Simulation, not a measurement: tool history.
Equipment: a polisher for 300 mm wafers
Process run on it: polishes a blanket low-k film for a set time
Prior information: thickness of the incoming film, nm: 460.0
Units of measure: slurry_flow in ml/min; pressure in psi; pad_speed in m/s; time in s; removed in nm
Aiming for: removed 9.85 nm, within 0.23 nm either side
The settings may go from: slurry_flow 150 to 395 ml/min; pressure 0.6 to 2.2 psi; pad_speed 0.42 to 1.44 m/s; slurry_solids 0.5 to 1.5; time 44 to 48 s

run 1 hour=0 | slurry_flow=250 pressure=1.4 pad_speed=0.92 slurry_solids=1 time=48 | removed=11.633
run 2 hour=1.2 | slurry_flow=250 pressure=1.4 pad_speed=1.02 slurry_solids=1 time=48 | removed=12.31
run 3 hour=3.2 | slurry_flow=280 pressure=1.4 pad_speed=1.02 slurry_solids=1 time=48 | removed=12.394
run 4 hour=4 | slurry_flow=280 pressure=1.4 pad_speed=1.02 slurry_solids=1.15 time=48 | removed=13.328
run 5 hour=10.1 | slurry_flow=280 pressure=1.4 pad_speed=1.22 slurry_solids=1.15 time=48 | removed=14.639
run 6 hour=18.9 | slurry_flow=275 pressure=1.2 pad_speed=1.22 slurry_solids=1.15 time=48 | removed=12.703
run 7 hour=25.3 | slurry_flow=275 pressure=1.1 pad_speed=1.22 slurry_solids=1.15 time=48 | removed=11.534
run 8 hour=32.9 | slurry_flow=245 pressure=0.9 pad_speed=1.22 slurry_solids=1.15 time=48 | removed=9.5306

Consider the 5 candidate settings below. Which is the only one whose results all fall within their allowed miss of target?
run A hour=40.5 | slurry_flow=270 pressure=0.9 pad_speed=1.22 slurry_solids=1.1 time=47 | removed=?
run B hour=40.5 | slurry_flow=245 pressure=0.9 pad_speed=1.16 slurry_solids=1.3 time=45 | removed=?
run C hour=40.5 | slurry_flow=210 pressure=0.9 pad_speed=1.1 slurry_solids=1.25 time=48 | removed=?
run D hour=40.5 | slurry_flow=265 pressure=0.9 pad_speed=1.26 slurry_solids=1 time=48 | removed=?
run E hour=40.5 | slurry_flow=205 pressure=0.8 pad_speed=1.44 slurry_solids=1.5 time=46 | removed=?

move=A removed=9.2583
move=B removed=9.2619
move=C removed=9.3079
move=D removed=9.1335
move=E removed=9.9594
A: lands further from the targets than the last run did
B: lands further from the targets than the last run did
C: lands further from the targets than the last run did
D: lands further from the targets than the last run did
E: each result inside its tolerance
Go with E: it meets all targets.

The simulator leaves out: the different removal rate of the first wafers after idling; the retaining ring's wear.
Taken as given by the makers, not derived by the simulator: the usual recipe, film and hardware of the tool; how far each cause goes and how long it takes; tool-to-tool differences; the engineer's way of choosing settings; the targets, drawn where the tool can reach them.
